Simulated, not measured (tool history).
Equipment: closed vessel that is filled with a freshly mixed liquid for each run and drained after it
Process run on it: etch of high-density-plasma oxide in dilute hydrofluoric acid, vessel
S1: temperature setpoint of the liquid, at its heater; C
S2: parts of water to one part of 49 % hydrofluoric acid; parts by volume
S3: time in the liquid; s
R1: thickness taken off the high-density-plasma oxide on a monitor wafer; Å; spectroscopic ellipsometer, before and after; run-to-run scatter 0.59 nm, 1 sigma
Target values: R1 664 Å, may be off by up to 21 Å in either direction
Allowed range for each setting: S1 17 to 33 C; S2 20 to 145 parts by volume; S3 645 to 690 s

| run | hour | S1 | S2 | S3 | R1 |
|---|---|---|---|---|---|
| 1 | 0 | 25 | 80 | 645 | 820.92 |
| 2 | 4.4 | 25 | 80 | 690 | 870 |
| 3 | 8.8 | 23 | 80 | 690 | 829.57 |
| 4 | 16.8 | 21.5 | 80 | 690 | 767.5 |
| 5 | 17.3 | 21.5 | 80 | 690 | 773.62 |
| 6 | 23.9 | 20.5 | 80 | 690 | 733.76 |
| 7 | 26.2 | 20 | 80 | 690 | 721 |
| 8 | 26.8 | 19.5 | 80 | 690 | 710.92 |
| 9 | 28 | 19 | 80 | 690 | 705.35 |

Below are 5 possible settings for the next run. Only one of them brings all results inside the allowed miss of their targets. Which is it?
| A | 29.2 | 18.5 | 70 | 680 | ? |
| B | 29.2 | 21 | 75 | 665 | ? |
| C | 29.2 | 17.5 | 65 | 665 | ? |
| D | 29.2 | 17 | 70 | 690 | ? |
| E | 29.2 | 19.5 | 80 | 650 | ? |

| move | R1 |
|---|---|
| A | 779 |
| B | 784.1 |
| C | 791.27 |
| D | 741.69 |
| E | 670.95 |
A: lands further from the targets than the last run did
B: lands further from the targets than the last run did
C: lands further from the targets than the last run did
D: lands further from the targets than the last run did
E: all results in spec
The move that meets every target is E.
